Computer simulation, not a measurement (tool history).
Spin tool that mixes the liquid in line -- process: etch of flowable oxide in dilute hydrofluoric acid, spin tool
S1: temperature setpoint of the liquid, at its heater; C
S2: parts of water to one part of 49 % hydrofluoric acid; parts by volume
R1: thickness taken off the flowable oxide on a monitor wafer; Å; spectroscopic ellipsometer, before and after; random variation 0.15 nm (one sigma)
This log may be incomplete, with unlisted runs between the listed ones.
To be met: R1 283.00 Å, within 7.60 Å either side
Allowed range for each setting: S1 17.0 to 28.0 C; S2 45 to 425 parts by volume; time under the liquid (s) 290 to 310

{"run": 1, "hour": 0.0, "S1": 20.0, "S2": 235, "time under the liquid (s)": 290, "R1": 224.23}
{"run": 2, "hour": 9.1, "S1": 21.5, "S2": 235, "time under the liquid (s)": 290, "R1": 236.73}
{"run": 3, "hour": 11.7, "S1": 23.0, "S2": 235, "time under the liquid (s)": 290, "R1": 247.89}
{"run": 4, "hour": 15.5, "S1": 23.0, "S2": 195, "time under the liquid (s)": 290, "R1": 310.84}
{"run": 5, "hour": 17.2, "S1": 23.0, "S2": 195, "time under the liquid (s)": 290, "R1": 312.62}
{"run": 6, "hour": 19.5, "S1": 22.5, "S2": 195, "time under the liquid (s)": 290, "R1": 306.71}
{"run": 7, "hour": 27.1, "S1": 22.0, "S2": 195, "time under the liquid (s)": 290, "R1": 303.74}
{"run": 8, "hour": 34.0, "S1": 21.5, "S2": 195, "time under the liquid (s)": 290, "R1": 297.46}

Consider the 4 candidate settings below. Which is the only one whose results all fall within their allowed miss of target?
{"run": "A", "hour": 40.9, "S1": 23.5, "S2": 225, "time under the liquid (s)": 290, "R1": "?"}
{"run": "B", "hour": 40.9, "S1": 19.0, "S2": 170, "time under the liquid (s)": 310, "R1": "?"}
{"run": "C", "hour": 40.9, "S1": 21.0, "S2": 210, "time under the liquid (s)": 290, "R1": "?"}
{"run": "D", "hour": 40.9, "S1": 23.5, "S2": 215, "time under the liquid (s)": 290, "R1": "?"}

move=A R1=265.85
move=B R1=332.72
move=C R1=262.81
move=D R1=280.90
A: moves the result that the last run missed by most past its target, out the other side
B: misses by more than the last run did
C: moves the result that the last run missed by most past its target, out the other side
D: every result within its allowed miss
D meets every target.

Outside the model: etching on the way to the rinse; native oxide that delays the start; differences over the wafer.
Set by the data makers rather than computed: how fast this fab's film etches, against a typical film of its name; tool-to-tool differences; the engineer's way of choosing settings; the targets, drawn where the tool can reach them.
